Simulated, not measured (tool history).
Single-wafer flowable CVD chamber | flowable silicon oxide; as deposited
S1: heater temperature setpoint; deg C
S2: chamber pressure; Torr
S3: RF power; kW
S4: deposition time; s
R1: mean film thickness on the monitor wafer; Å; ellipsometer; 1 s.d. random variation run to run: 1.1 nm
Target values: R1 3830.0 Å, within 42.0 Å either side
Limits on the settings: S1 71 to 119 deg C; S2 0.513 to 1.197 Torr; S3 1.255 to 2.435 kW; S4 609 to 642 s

| run | day | S1 | S2 | S3 | S4 | R1 |
|---|---|---|---|---|---|---|
| 1 | 0.000 | 95 | 0.855 | 1.845 | 642 | 5160.3 |
| 2 | 0.300 | 95 | 0.709 | 1.845 | 642 | 4316.8 |
| 3 | 0.412 | 95 | 0.709 | 1.680 | 642 | 4212.1 |
| 4 | 0.575 | 102 | 0.709 | 1.680 | 642 | 3220.8 |
| 5 | 0.612 | 102 | 0.602 | 1.680 | 642 | 2749.8 |
| 6 | 0.812 | 100 | 0.602 | 1.680 | 642 | 2979.8 |
| 7 | 1.000 | 98 | 0.602 | 1.680 | 642 | 3207.0 |
| 8 | 1.204 | 97 | 0.602 | 1.680 | 642 | 3330.4 |
| 9 | 1.542 | 96 | 0.602 | 1.680 | 642 | 3444.9 |
| 10 | 1.888 | 92 | 0.602 | 1.680 | 642 | 4026.3 |

Consider the 5 candidate settings below. Which is the only one whose results all fall within their allowed miss of target?
| A | 2.233 | 93 | 0.594 | 1.790 | 627 | ? |
| B | 2.233 | 97 | 0.752 | 1.665 | 622 | ? |
| C | 2.233 | 94 | 0.617 | 1.595 | 642 | ? |
| D | 2.233 | 95 | 0.646 | 1.755 | 615 | ? |
| E | 2.233 | 97 | 0.705 | 1.625 | 622 | ? |

| move | R1 |
|---|---|
| A | 3791.1 |
| B | 3949.6 |
| C | 3718.1 |
| D | 3705.8 |
| E | 3680.8 |
A: meets every target
B: nearer the targets than the last run, but a result is still out of spec
C: pushes the last run's worst result past its target
D: pushes the last run's worst result past its target
E: pushes the last run's worst result past its target
Answer: A
